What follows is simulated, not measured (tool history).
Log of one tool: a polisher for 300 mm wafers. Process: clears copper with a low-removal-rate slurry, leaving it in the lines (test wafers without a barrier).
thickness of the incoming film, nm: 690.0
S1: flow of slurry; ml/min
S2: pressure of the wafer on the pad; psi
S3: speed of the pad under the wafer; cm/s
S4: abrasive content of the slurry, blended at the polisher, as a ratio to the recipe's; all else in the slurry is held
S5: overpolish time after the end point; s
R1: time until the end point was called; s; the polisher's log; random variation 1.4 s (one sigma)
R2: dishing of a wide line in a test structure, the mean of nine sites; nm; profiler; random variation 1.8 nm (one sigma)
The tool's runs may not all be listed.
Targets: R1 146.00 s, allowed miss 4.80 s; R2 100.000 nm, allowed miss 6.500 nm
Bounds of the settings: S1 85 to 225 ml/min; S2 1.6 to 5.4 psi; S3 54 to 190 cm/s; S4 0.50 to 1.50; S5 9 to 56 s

Run 1, hour 0.0: S1 145 ml/min, S2 3.5 psi, S3 122 cm/s, S4 1.00, S5 29 s. Result: R1 116.84 s, R2 77.246 nm.
Run 2, hour 6.7: S1 145 ml/min, S2 3.5 psi, S3 122 cm/s, S4 1.00, S5 22 s. Result: R1 118.06 s, R2 66.696 nm.
Run 3, hour 8.2: S1 145 ml/min, S2 3.5 psi, S3 122 cm/s, S4 1.00, S5 12 s. Result: R1 117.32 s, R2 39.331 nm.
Run 4, hour 12.3: S1 145 ml/min, S2 3.5 psi, S3 122 cm/s, S4 1.00, S5 9 s. Result: R1 118.86 s, R2 29.840 nm.
Run 5, hour 14.4: S1 140 ml/min, S2 3.4 psi, S3 122 cm/s, S4 1.00, S5 12 s. Result: R1 122.90 s, R2 38.860 nm.
Run 6, hour 17.5: S1 140 ml/min, S2 3.4 psi, S3 122 cm/s, S4 0.90, S5 12 s. Result: R1 124.25 s, R2 37.850 nm.
Run 7, hour 18.1: S1 135 ml/min, S2 3.3 psi, S3 122 cm/s, S4 0.90, S5 15 s. Result: R1 130.97 s, R2 45.019 nm.
Run 8, hour 19.9: S1 130 ml/min, S2 3.3 psi, S3 122 cm/s, S4 0.85, S5 17 s. Result: R1 131.38 s, R2 47.995 nm.
Run 9, hour 28.7: S1 125 ml/min, S2 3.3 psi, S3 122 cm/s, S4 0.85, S5 19 s. Result: R1 131.90 s, R2 53.722 nm.
Run 10, hour 37.5: S1 120 ml/min, S2 3.3 psi, S3 122 cm/s, S4 0.85, S5 21 s. Result: R1 134.31 s, R2 58.232 nm.
Run 11, hour 39.6: S1 115 ml/min, S2 3.3 psi, S3 122 cm/s, S4 0.85, S5 22 s. Result: R1 135.01 s, R2 57.510 nm.
Run 12, hour 47.9: S1 130 ml/min, S2 3.0 psi, S3 120 cm/s, S4 0.85, S5 36 s. Result: R1 143.56 s, R2 77.341 nm.
Run 13, hour 50.0: S1 120 ml/min, S2 2.9 psi, S3 118 cm/s, S4 0.85, S5 49 s. Result: R1 156.43 s, R2 89.250 nm.
Run 14, hour 58.1: S1 125 ml/min, S2 2.9 psi, S3 118 cm/s, S4 0.85, S5 49 s. Result: R1 157.58 s, R2 88.360 nm.
Run 15, hour 58.7: S1 130 ml/min, S2 2.9 psi, S3 118 cm/s, S4 0.85, S5 49 s. Result: R1 155.78 s, R2 88.800 nm.
Run 16, hour 62.2: S1 150 ml/min, S2 3.1 psi, S3 118 cm/s, S4 0.85, S5 53 s. Result: R1 140.49 s, R2 99.398 nm.

4 next moves are on the table. One of them brings every result within its allowed miss. Which?
Run A, hour 65.7: S1 155 ml/min, S2 4.2 psi, S3 94 cm/s, S4 0.50, S5 56 s. Result: R1 ?, R2 ?.
Run B, hour 65.7: S1 165 ml/min, S2 3.0 psi, S3 130 cm/s, S4 0.85, S5 51 s. Result: R1 ?, R2 ?.
Run C, hour 65.7: S1 150 ml/min, S2 3.4 psi, S3 116 cm/s, S4 0.85, S5 56 s. Result: R1 ?, R2 ?.
Run D, hour 65.7: S1 160 ml/min, S2 2.8 psi, S3 122 cm/s, S4 1.00, S5 56 s. Result: R1 ?, R2 ?.

move      R1       R2
   A  134.47  107.680
   B  127.16   99.825
   C  127.99  106.460
   D  142.29   97.634
A: further off than the last run
B: further off than the last run
C: further off than the last run
D: meets every target
Answer: D

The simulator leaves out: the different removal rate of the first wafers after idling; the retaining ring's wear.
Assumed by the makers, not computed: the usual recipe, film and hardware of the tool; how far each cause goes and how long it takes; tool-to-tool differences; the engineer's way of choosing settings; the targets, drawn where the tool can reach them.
